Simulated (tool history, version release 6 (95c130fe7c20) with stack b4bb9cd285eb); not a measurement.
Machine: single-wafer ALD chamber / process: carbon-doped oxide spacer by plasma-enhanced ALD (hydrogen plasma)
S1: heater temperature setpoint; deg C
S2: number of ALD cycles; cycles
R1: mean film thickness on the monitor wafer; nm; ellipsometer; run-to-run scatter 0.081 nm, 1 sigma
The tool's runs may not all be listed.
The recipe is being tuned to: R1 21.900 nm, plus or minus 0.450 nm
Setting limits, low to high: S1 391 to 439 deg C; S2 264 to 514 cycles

run,hour,S1,S2,R1
1,0.0,415,389,18.388
2,4.0,411,407,19.464
3,9.2,411,363,17.267
4,12.9,411,416,19.860
5,14.7,421,416,19.181
6,22.5,411,416,19.780
7,29.9,408,427,20.482
8,33.7,406,434,21.062
9,41.2,404,437,21.262

Which of these 5 next moves meets every target?
A,48.7,406,437,?
B,48.7,429,447,?
C,48.7,397,426,?
D,48.7,400,417,?
E,48.7,395,444,?

move,R1
A,21.014
B,20.161
C,20.929
D,20.376
E,21.813
A: lands further from the targets than the last run did
B: lands further from the targets than the last run did
C: lands further from the targets than the last run did
D: lands further from the targets than the last run did
E: each result inside its tolerance
E meets every target.
